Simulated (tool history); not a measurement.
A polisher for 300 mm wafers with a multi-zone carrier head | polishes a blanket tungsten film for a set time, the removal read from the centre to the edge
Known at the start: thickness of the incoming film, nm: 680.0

run,day,flow of slurry (ml/min),pressure of the head's centre zone,pressure of the head's middle zone,pressure of the head's edge zone,abrasive content of the slurry,polishing time (s),film removed at the wafer's centre (nm),film removed at mid-radius (nm),film removed at the wafer's edge (nm)
1,0,295,1,1,1,1,47,255.85,252.71,265.96
2,0.183,290,1,1.02,0.95,0.9,47,247.28,247.95,246.45
3,0.438,290,1,1.1,0.95,0.9,47,244.19,267.59,247.36
4,0.546,280,0.99,1.08,0.91,0.9,47,242.86,261.9,240.83
5,0.912,280,0.99,1.08,0.91,0.9,39,201.22,214.08,205.36
6,0.95,300,1.01,1.1,0.92,0.9,39,207.17,219.42,205.51
7,1.05,315,1.03,1.12,0.93,0.9,39,209.76,227.31,203.85

The next listed run, before its measurement:
8,1.271,320,1.05,1.12,0.95,0.95,39,?,?,?

{"run 8": {"film removed at the wafer's centre (nm)": 219.1, "film removed at mid-radius (nm)": 231.61, "film removed at the wafer's edge (nm)": 209.6}}

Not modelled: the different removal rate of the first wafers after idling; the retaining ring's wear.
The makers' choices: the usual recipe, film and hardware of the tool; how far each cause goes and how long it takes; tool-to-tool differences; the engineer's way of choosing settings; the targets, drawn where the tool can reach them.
